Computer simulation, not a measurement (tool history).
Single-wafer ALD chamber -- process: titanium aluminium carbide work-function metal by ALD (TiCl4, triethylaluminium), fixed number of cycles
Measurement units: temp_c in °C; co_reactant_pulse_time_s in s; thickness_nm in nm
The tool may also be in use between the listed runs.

run	hour	temp_c	co_reactant_pulse_time_s	thickness_nm
1	0.0	275	7.43	1.6731
2	5.4	282	7.43	1.7353
3	8.6	282	8.23	1.7723
4	13.8	273	7.07	1.6377
5	20.0	265	7.07	1.5595
6	28.0	261	6.75	1.5092

Forecast run 7:
7	35.4	258	6.58	?

Run 7 gave thickness_nm 1.4753 nm.
